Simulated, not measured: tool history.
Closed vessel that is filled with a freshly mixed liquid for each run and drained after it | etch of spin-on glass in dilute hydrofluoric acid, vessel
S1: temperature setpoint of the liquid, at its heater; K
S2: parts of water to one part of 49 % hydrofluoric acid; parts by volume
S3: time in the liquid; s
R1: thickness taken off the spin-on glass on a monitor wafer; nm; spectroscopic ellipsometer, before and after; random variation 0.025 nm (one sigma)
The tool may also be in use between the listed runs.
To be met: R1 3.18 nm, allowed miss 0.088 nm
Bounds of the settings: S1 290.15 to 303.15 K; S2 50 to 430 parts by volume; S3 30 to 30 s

{"run": 1, "hour": 0.0, "S1": 295.15, "S2": 240, "S3": 30, "R1": 3.6783}
{"run": 2, "hour": 2.6, "S1": 294.15, "S2": 240, "S3": 30, "R1": 3.5824}
{"run": 3, "hour": 6.6, "S1": 293.15, "S2": 240, "S3": 30, "R1": 3.5043}
{"run": 4, "hour": 10.4, "S1": 293.15, "S2": 240, "S3": 30, "R1": 3.4784}
{"run": 5, "hour": 15.3, "S1": 292.65, "S2": 240, "S3": 30, "R1": 3.4198}
{"run": 6, "hour": 18.0, "S1": 296.15, "S2": 240, "S3": 30, "R1": 3.8782}
{"run": 7, "hour": 21.5, "S1": 294.65, "S2": 240, "S3": 30, "R1": 3.7009}
{"run": 8, "hour": 24.3, "S1": 290.65, "S2": 245, "S3": 30, "R1": 3.0833}

Which of these 4 next moves meets every target?
{"run": "A", "hour": 27.1, "S1": 291.15, "S2": 260, "S3": 30, "R1": "?"}
{"run": "B", "hour": 27.1, "S1": 290.15, "S2": 235, "S3": 30, "R1": "?"}
{"run": "C", "hour": 27.1, "S1": 290.15, "S2": 250, "S3": 30, "R1": "?"}
{"run": "D", "hour": 27.1, "S1": 290.15, "S2": 245, "S3": 30, "R1": "?"}

move=A R1=2.9195
move=B R1=3.177
move=C R1=2.9473
move=D R1=3.0206
A: further off than the last run
B: meets every target
C: further off than the last run
D: further off than the last run
Answer: B
